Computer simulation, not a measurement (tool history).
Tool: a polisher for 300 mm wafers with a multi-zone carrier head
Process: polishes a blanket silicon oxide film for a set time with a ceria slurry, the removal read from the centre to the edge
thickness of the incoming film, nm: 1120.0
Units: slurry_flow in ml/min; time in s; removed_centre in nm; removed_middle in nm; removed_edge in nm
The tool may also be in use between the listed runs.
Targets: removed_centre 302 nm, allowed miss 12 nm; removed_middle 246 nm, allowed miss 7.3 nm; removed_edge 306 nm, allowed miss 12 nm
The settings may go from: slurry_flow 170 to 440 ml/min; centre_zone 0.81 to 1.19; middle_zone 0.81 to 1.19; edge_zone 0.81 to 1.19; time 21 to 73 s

run 1 day=0 | slurry_flow=280 centre_zone=1 middle_zone=1 edge_zone=1 time=47 | removed_centre=389.26 removed_middle=444.99 removed_edge=448.87
run 2 day=0.329 | slurry_flow=280 centre_zone=1 middle_zone=1 edge_zone=0.93 time=47 | removed_centre=394.26 removed_middle=441.92 removed_edge=431.92
run 3 day=0.358 | slurry_flow=270 centre_zone=1.03 middle_zone=0.97 edge_zone=0.95 time=44 | removed_centre=379.23 removed_middle=406.07 removed_edge=404.74
run 4 day=0.7 | slurry_flow=270 centre_zone=0.96 middle_zone=0.97 edge_zone=0.95 time=44 | removed_centre=348.09 removed_middle=401.4 removed_edge=409.14
run 5 day=0.783 | slurry_flow=270 centre_zone=0.96 middle_zone=1.05 edge_zone=0.95 time=44 | removed_centre=347.99 removed_middle=424.78 removed_edge=391.69
run 6 day=0.912 | slurry_flow=265 centre_zone=1 middle_zone=1.01 edge_zone=0.97 time=41 | removed_centre=336.05 removed_middle=387.49 removed_edge=380.1
-- day=0.971 centre zone pressure recalibrated
run 7 day=0.971 | slurry_flow=265 centre_zone=1.03 middle_zone=0.97 edge_zone=0.98 time=38 | removed_centre=355.02 removed_middle=342 removed_edge=353.41
run 8 day=1.175 | slurry_flow=260 centre_zone=1.02 middle_zone=0.94 edge_zone=0.98 time=37 | removed_centre=346.78 removed_middle=326.8 removed_edge=338.79
run 9 day=1.55 | slurry_flow=260 centre_zone=1.02 middle_zone=0.94 edge_zone=0.98 time=37 | removed_centre=349.7 removed_middle=329.4 removed_edge=341.24
run 10 day=1.846 | slurry_flow=255 centre_zone=1 middle_zone=0.92 edge_zone=1.01 time=36 | removed_centre=334.53 removed_middle=314.07 removed_edge=340.93
run 11 day=2.204 | slurry_flow=250 centre_zone=0.99 middle_zone=0.9 edge_zone=1.02 time=35 | removed_centre=320.87 removed_middle=295.82 removed_edge=331.19
run 12 day=2.338 | slurry_flow=245 centre_zone=0.99 middle_zone=0.88 edge_zone=1.02 time=34 | removed_centre=315.82 removed_middle=279.2 removed_edge=322.6
run 13 day=2.375 | slurry_flow=240 centre_zone=0.99 middle_zone=0.87 edge_zone=1.02 time=34 | removed_centre=301.69 removed_middle=281.34 removed_edge=323.73
run 14 day=2.496 | slurry_flow=240 centre_zone=1 middle_zone=0.86 edge_zone=1.03 time=33 | removed_centre=307.29 removed_middle=267.65 removed_edge=310.44
run 15 day=2.608 | slurry_flow=210 centre_zone=0.98 middle_zone=0.81 edge_zone=1.09 time=32 | removed_centre=285.3 removed_middle=243.65 removed_edge=306.69
run 16 day=2.8 | slurry_flow=215 centre_zone=0.99 middle_zone=0.81 edge_zone=1.09 time=32 | removed_centre=280.84 removed_middle=240.8 removed_edge=308.84
run 17 day=2.988 | slurry_flow=210 centre_zone=1.09 middle_zone=0.84 edge_zone=1.04 time=33 | removed_centre=327.66 removed_middle=261.11 removed_edge=307.53
run 18 day=3.192 | slurry_flow=205 centre_zone=1.08 middle_zone=0.83 edge_zone=1.05 time=33 | removed_centre=317.87 removed_middle=251.15 removed_edge=307.04

4 next moves are on the table. One of them brings every result within its allowed miss. Which?
run A day=3.396 | slurry_flow=205 centre_zone=1.11 middle_zone=0.81 edge_zone=1.07 time=34 | removed_centre=? removed_middle=? removed_edge=?
run B day=3.396 | slurry_flow=210 centre_zone=1.15 middle_zone=0.81 edge_zone=1.01 time=33 | removed_centre=? removed_middle=? removed_edge=?
run C day=3.396 | slurry_flow=210 centre_zone=1.08 middle_zone=0.94 edge_zone=1.12 time=31 | removed_centre=? removed_middle=? removed_edge=?
run D day=3.396 | slurry_flow=185 centre_zone=1.06 middle_zone=0.83 edge_zone=1.08 time=33 | removed_centre=? removed_middle=? removed_edge=?

move=A removed_centre=339.51 removed_middle=256.62 removed_edge=319.55
move=B removed_centre=343 removed_middle=250.04 removed_edge=302.36
move=C removed_centre=302.75 removed_middle=265.64 removed_edge=298.52
move=D removed_centre=308.24 removed_middle=249.52 removed_edge=307.32
A: further off than the last run
B: further off than the last run
C: brings the result that was furthest off to its target, and leaves another outside
D: meets every target
Move D is the one to make.
